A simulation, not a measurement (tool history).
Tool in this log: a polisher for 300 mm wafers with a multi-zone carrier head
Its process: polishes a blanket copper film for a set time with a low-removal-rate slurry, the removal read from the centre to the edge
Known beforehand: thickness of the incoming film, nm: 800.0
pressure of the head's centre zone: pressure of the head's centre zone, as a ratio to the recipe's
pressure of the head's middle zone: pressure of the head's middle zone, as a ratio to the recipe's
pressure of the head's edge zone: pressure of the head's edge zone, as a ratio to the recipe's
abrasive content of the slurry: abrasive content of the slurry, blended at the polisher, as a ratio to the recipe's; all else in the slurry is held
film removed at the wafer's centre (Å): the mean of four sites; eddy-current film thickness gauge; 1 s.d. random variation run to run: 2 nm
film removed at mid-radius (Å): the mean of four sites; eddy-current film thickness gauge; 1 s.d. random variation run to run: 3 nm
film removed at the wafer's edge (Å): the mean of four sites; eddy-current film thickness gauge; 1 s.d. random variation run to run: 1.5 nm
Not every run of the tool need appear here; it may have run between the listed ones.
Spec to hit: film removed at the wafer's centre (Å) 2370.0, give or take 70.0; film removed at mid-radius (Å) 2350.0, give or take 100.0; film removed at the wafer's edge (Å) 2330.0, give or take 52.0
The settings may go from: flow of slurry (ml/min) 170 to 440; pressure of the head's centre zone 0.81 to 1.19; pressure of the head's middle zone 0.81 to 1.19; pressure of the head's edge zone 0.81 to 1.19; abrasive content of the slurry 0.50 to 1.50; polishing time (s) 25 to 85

run	hour	flow of slurry (ml/min)	pressure of the head's centre zone	pressure of the head's middle zone	pressure of the head's edge zone	abrasive content of the slurry	polishing time (s)	film removed at the wafer's centre (Å)	film removed at mid-radius (Å)	film removed at the wafer's edge (Å)
1	0.0	280	1.00	1.00	1.00	1.00	55	1948.5	2028.9	2074.9
2	3.3	280	1.00	1.00	1.00	0.85	55	1889.3	1991.7	2012.1
3	10.3	295	1.03	1.03	1.03	0.90	55	1947.4	2069.2	2076.1
4	12.2	295	1.03	1.03	0.98	0.90	55	1997.2	2123.8	2049.8
5	16.8	310	1.05	1.04	1.00	0.95	55	2068.7	2049.2	2052.9
6	20.7	305	1.05	1.06	1.01	1.05	56	2117.1	2188.7	2196.8
7	22.3	310	1.07	1.08	1.01	1.05	56	2214.4	2290.2	2163.1
8	30.9	315	1.08	1.08	1.03	1.10	56	2229.0	2327.6	2194.0
9	32.4	320	1.09	1.07	1.04	1.15	56	2264.8	2303.6	2230.4
10	33.3	325	1.10	1.07	1.05	1.15	56	2298.8	2298.0	2239.5

Which of these 5 next moves meets every target?
A	34.2	300	1.09	1.03	1.02	0.95	61	?	?	?
B	34.2	330	1.13	1.10	1.06	1.25	51	?	?	?
C	34.2	370	1.17	1.11	0.92	0.85	60	?	?	?
D	34.2	440	1.16	1.13	1.04	1.25	52	?	?	?
E	34.2	320	1.11	1.11	0.99	1.00	57	?	?	?

move	film removed at the wafer's centre (Å)	film removed at mid-radius (Å)	film removed at the wafer's edge (Å)
A	2371.3	2312.5	2321.4
B	2203.3	2172.5	2109.1
C	2499.5	2393.1	2156.2
D	2364.3	2311.1	2167.2
E	2298.1	2324.0	2170.6
A: meets every target
B: misses by more than the last run did
C: misses by more than the last run did
D: misses by more than the last run did
E: misses by more than the last run did
A meets every target.
